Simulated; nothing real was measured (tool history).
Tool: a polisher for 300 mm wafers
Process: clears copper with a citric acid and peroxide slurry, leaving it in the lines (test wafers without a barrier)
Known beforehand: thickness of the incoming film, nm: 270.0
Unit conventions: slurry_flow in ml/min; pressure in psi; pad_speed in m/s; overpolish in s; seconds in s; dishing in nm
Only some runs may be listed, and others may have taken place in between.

run,hour,slurry_flow,pressure,pad_speed,slurry_solids,overpolish,seconds,dishing
1,0,195,3.9,0.88,1,12,134.81,17.689
2,6.6,225,3.9,0.88,1,12,133.8,17.706
3,13.5,225,3.9,0.76,1,12,158.52,15.333
4,14.4,185,3.9,0.76,1,12,158.38,15.442
5,21.5,200,3.9,0.78,0.95,11,155.89,14.395
6,27.4,215,3.9,0.8,0.9,10,146.22,13.637
7,28.7,220,3.9,0.8,0.85,9,152.28,12.509

The next listed run, before its measurement:
8,30.9,230,3.9,0.82,0.8,8,?,?

seconds: 146.67 s
dishing: 11.361 nm
